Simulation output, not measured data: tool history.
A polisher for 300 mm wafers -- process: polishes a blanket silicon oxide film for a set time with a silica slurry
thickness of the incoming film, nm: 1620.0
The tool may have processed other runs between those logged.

| run | hour | flow of slurry (ml/min) | pressure of the wafer on the pad (psi) | speed of the pad under the wafer (cm/s) | abrasive content of the slurry | polishing time (s) | film removed (nm) |
|---|---|---|---|---|---|---|---|
| 1 | 0 | 295 | 4.1 | 124 | 1 | 95 | 277.83 |
| 2 | 5.4 | 295 | 3.4 | 124 | 1 | 95 | 231.29 |
| 3 | 6.3 | 295 | 3.3 | 124 | 1 | 95 | 220.32 |
| 4 | 11 | 240 | 3.3 | 124 | 1 | 95 | 217.23 |
| 5 | 13.3 | 235 | 3.2 | 124 | 1 | 95 | 210.83 |
| 6 | 19.9 | 295 | 3.2 | 124 | 1 | 95 | 215.74 |
| 7 | 21.1 | 290 | 3.1 | 124 | 1 | 95 | 208.69 |

Run 8 comes next. What will it give?
| 8 | 29 | 290 | 3 | 124 | 1 | 95 | ? |

film removed (nm): 202.92

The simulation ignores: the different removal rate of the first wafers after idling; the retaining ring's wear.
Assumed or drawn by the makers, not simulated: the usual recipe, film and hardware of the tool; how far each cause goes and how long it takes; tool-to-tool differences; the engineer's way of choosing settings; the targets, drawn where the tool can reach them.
